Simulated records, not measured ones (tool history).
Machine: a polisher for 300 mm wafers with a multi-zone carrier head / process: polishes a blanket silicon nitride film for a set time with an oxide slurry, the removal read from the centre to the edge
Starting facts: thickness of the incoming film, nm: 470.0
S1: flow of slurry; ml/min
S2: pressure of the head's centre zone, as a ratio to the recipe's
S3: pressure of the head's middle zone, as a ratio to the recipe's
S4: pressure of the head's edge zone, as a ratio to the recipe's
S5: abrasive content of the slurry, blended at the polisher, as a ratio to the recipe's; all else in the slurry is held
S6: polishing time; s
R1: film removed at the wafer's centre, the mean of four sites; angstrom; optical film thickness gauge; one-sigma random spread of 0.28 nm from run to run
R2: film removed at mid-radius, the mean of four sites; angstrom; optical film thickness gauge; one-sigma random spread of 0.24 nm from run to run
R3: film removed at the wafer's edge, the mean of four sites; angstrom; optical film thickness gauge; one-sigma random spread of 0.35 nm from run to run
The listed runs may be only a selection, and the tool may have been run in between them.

run 1 hour=0.0 | S1=145 S2=1.00 S3=1.00 S4=1.00 S5=1.00 S6=72 | R1=648.65 R2=657.40 R3=656.86
run 2 hour=2.6 | S1=135 S2=0.96 S3=0.98 S4=0.97 S5=0.85 S6=64 | R1=514.42 R2=525.04 R3=527.62
run 3 hour=10.4 | S1=135 S2=0.96 S3=0.98 S4=0.97 S5=0.85 S6=56 | R1=450.17 R2=455.54 R3=453.55
run 4 hour=13.5 | S1=135 S2=0.96 S3=0.98 S4=0.97 S5=0.75 S6=56 | R1=416.27 R2=430.08 R3=429.98
run 5 hour=16.0 | S1=130 S2=0.93 S3=0.98 S4=0.96 S5=0.70 S6=53 | R1=367.13 R2=387.84 R3=387.04
run 6 hour=20.8 | S1=130 S2=0.93 S3=0.98 S4=0.88 S5=0.70 S6=53 | R1=370.71 R2=395.41 R3=373.58
run 7 hour=28.6 | S1=90 S2=0.83 S3=0.90 S4=0.87 S5=0.50 S6=47 | R1=217.75 R2=249.85 R3=255.33
run 8 hour=30.7 | S1=110 S2=0.83 S3=0.91 S4=0.89 S5=0.50 S6=47 | R1=228.26 R2=264.07 R3=265.64

What will run 9 give?
run 9 hour=32.7 | S1=150 S2=0.83 S3=0.91 S4=0.99 S5=0.55 S6=47 | R1=? R2=? R3=?

R1: 255.70 angstrom
R2: 294.06 angstrom
R3: 304.28 angstrom

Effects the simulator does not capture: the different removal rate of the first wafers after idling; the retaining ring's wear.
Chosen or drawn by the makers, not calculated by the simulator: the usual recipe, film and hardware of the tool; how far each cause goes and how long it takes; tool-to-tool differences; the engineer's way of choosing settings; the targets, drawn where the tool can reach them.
